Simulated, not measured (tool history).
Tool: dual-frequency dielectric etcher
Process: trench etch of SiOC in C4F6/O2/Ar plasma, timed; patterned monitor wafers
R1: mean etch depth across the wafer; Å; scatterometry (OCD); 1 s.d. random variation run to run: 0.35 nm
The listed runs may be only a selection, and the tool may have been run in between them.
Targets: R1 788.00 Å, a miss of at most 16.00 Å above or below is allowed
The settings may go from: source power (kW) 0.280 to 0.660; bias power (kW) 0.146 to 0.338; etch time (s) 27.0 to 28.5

run 1 hour=0.0 | source_power_(kW)=0.470 bias_power_(kW)=0.242 etch_time_(s)=27.0 | R1=626.89
run 2 hour=4.8 | source_power_(kW)=0.470 bias_power_(kW)=0.242 etch_time_(s)=27.0 | R1=622.41
run 3 hour=10.5 | source_power_(kW)=0.520 bias_power_(kW)=0.261 etch_time_(s)=27.0 | R1=683.84
run 4 hour=17.9 | source_power_(kW)=0.520 bias_power_(kW)=0.261 etch_time_(s)=28.5 | R1=721.61
run 5 hour=20.8 | source_power_(kW)=0.520 bias_power_(kW)=0.261 etch_time_(s)=28.5 | R1=727.72
run 6 hour=25.0 | source_power_(kW)=0.440 bias_power_(kW)=0.261 etch_time_(s)=28.5 | R1=668.04
-- hour=26.6 bias power generator calibrated
run 7 hour=26.6 | source_power_(kW)=0.490 bias_power_(kW)=0.265 etch_time_(s)=28.5 | R1=698.14
run 8 hour=35.1 | source_power_(kW)=0.520 bias_power_(kW)=0.268 etch_time_(s)=28.5 | R1=722.92
run 9 hour=40.1 | source_power_(kW)=0.550 bias_power_(kW)=0.271 etch_time_(s)=28.5 | R1=745.03
run 10 hour=47.3 | source_power_(kW)=0.570 bias_power_(kW)=0.273 etch_time_(s)=28.5 | R1=759.40
run 11 hour=55.6 | source_power_(kW)=0.580 bias_power_(kW)=0.274 etch_time_(s)=28.5 | R1=763.30
run 12 hour=58.4 | source_power_(kW)=0.620 bias_power_(kW)=0.279 etch_time_(s)=28.5 | R1=808.61

Of the 4 settings listed for the next run, only one would bring every result within its allowed miss of target. Which one?
run A hour=61.2 | source_power_(kW)=0.560 bias_power_(kW)=0.337 etch_time_(s)=28.0 | R1=?
run B hour=61.2 | source_power_(kW)=0.630 bias_power_(kW)=0.242 etch_time_(s)=28.5 | R1=?
run C hour=61.2 | source_power_(kW)=0.660 bias_power_(kW)=0.281 etch_time_(s)=27.0 | R1=?
run D hour=61.2 | source_power_(kW)=0.560 bias_power_(kW)=0.270 etch_time_(s)=28.5 | R1=?

move=A R1=828.88
move=B R1=757.06
move=C R1=791.27
move=D R1=755.51
A: misses by more than the last run did
B: moves the result that the last run missed by most past its target, out the other side
C: every result lands within tolerance
D: moves the result that the last run missed by most past its target, out the other side
The move that meets every target is C.

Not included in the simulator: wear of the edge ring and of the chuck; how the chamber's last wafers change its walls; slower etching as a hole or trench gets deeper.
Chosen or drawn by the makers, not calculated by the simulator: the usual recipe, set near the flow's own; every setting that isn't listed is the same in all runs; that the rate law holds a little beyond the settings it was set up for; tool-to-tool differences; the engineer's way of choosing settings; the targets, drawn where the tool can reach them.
